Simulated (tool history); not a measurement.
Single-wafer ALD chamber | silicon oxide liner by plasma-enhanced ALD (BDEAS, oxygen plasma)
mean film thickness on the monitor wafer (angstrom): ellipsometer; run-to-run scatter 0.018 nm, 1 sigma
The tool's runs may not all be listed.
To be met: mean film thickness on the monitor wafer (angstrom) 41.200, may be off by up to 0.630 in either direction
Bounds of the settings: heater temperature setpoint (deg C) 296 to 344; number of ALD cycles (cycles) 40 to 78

| run | hour | heater temperature setpoint (deg C) | number of ALD cycles (cycles) | mean film thickness on the monitor wafer (angstrom) |
|---|---|---|---|---|
| 1 | 0.0 | 320 | 59 | 53.586 |
| 2 | 2.5 | 321 | 57 | 51.902 |
| 3 | 7.7 | 321 | 55 | 49.803 |
| 4 | 11.9 | 328 | 55 | 49.111 |
| 5 | 12.4 | 324 | 55 | 50.015 |
| 6 | 14.9 | 314 | 55 | 50.997 |
| 7 | 23.7 | 316 | 54 | 49.605 |
| 8 | 32.0 | 317 | 53 | 49.095 |
| 9 | 38.0 | 319 | 52 | 47.469 |

Which one of the following 5 next-run settings gets every result inside its allowed miss? There is exactly one.
| A | 44.0 | 316 | 45 | ? |
| B | 44.0 | 311 | 56 | ? |
| C | 44.0 | 316 | 59 | ? |
| D | 44.0 | 319 | 59 | ? |
| E | 44.0 | 332 | 58 | ? |

| move | mean film thickness on the monitor wafer (angstrom) |
|---|---|
| A | 41.069 |
| B | 51.528 |
| C | 53.846 |
| D | 53.581 |
| E | 51.544 |
A: each result inside its tolerance
B: further off than the last run
C: further off than the last run
D: further off than the last run
E: further off than the last run
Move A is the one to make.
